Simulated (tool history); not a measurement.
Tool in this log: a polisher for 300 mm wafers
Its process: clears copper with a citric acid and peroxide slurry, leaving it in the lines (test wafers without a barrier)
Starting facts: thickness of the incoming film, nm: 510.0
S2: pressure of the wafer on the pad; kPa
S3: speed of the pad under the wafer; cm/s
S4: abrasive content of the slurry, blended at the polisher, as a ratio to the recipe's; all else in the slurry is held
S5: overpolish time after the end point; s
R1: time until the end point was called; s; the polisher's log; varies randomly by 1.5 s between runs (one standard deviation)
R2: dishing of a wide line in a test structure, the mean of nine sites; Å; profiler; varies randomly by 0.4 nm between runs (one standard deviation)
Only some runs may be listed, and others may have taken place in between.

{"run": 1, "hour": 0.0, "flow of slurry (ml/min)": 180, "S2": 27.6, "S3": 140, "S4": 1.0, "S5": 10, "R1": 128.75, "R2": 251.27}
{"run": 2, "hour": 6.7, "flow of slurry (ml/min)": 180, "S2": 20.7, "S3": 140, "S4": 1.0, "S5": 10, "R1": 172.27, "R2": 194.93}
{"run": 3, "hour": 12.3, "flow of slurry (ml/min)": 160, "S2": 20.7, "S3": 140, "S4": 1.0, "S5": 10, "R1": 181.02, "R2": 193.82}
{"run": 4, "hour": 20.7, "flow of slurry (ml/min)": 170, "S2": 22.8, "S3": 140, "S4": 1.0, "S5": 10, "R1": 158.08, "R2": 214.08}
{"run": 5, "hour": 29.3, "flow of slurry (ml/min)": 175, "S2": 24.1, "S3": 140, "S4": 1.0, "S5": 10, "R1": 149.09, "R2": 226.05}
{"run": 6, "hour": 34.5, "flow of slurry (ml/min)": 175, "S2": 24.1, "S3": 140, "S4": 1.0, "S5": 13, "R1": 152.64, "R2": 270.03}
{"run": 7, "hour": 35.4, "flow of slurry (ml/min)": 185, "S2": 25.5, "S3": 140, "S4": 1.0, "S5": 13, "R1": 140.59, "R2": 279.33}
{"run": 8, "hour": 36.6, "flow of slurry (ml/min)": 195, "S2": 26.2, "S3": 140, "S4": 1.0, "S5": 13, "R1": 136.27, "R2": 288.16}
{"run": 9, "hour": 43.2, "flow of slurry (ml/min)": 200, "S2": 26.9, "S3": 140, "S4": 1.0, "S5": 13, "R1": 131.93, "R2": 294.06}
{"run": 10, "hour": 47.7, "flow of slurry (ml/min)": 205, "S2": 27.6, "S3": 140, "S4": 1.0, "S5": 13, "R1": 129.34, "R2": 303.74}
{"run": 11, "hour": 49.0, "flow of slurry (ml/min)": 205, "S2": 28.3, "S3": 140, "S4": 1.0, "S5": 13, "R1": 124.34, "R2": 312.91}
{"hour": 55.9, "done": "worn pad replaced by a new one"}
{"run": 12, "hour": 55.9, "flow of slurry (ml/min)": 205, "S2": 29.0, "S3": 140, "S4": 1.0, "S5": 13, "R1": 111.23, "R2": 335.33}
{"run": 13, "hour": 62.6, "flow of slurry (ml/min)": 210, "S2": 29.0, "S3": 140, "S4": 1.0, "S5": 13, "R1": 112.51, "R2": 328.9}
{"run": 14, "hour": 65.4, "flow of slurry (ml/min)": 215, "S2": 29.0, "S3": 140, "S4": 1.0, "S5": 13, "R1": 113.6, "R2": 338.88}
{"run": 15, "hour": 69.1, "flow of slurry (ml/min)": 220, "S2": 29.0, "S3": 140, "S4": 1.0, "S5": 13, "R1": 112.05, "R2": 335.47}
{"run": 16, "hour": 75.3, "flow of slurry (ml/min)": 225, "S2": 29.0, "S3": 140, "S4": 1.0, "S5": 13, "R1": 112.79, "R2": 340.5}
{"run": 17, "hour": 76.8, "flow of slurry (ml/min)": 230, "S2": 29.0, "S3": 140, "S4": 1.0, "S5": 13, "R1": 108.64, "R2": 337.24}
{"run": 18, "hour": 82.0, "flow of slurry (ml/min)": 235, "S2": 29.0, "S3": 140, "S4": 1.0, "S5": 13, "R1": 110.65, "R2": 337.83}
{"run": 19, "hour": 88.7, "flow of slurry (ml/min)": 235, "S2": 29.0, "S3": 140, "S4": 1.0, "S5": 13, "R1": 110.76, "R2": 343.34}

What does the tool deliver on the next run?
{"run": 20, "hour": 92.7, "flow of slurry (ml/min)": 240, "S2": 29.0, "S3": 140, "S4": 1.0, "S5": 13, "R1": "?", "R2": "?"}

{"run 20": {"R1": 109.29, "R2": 338.64}}
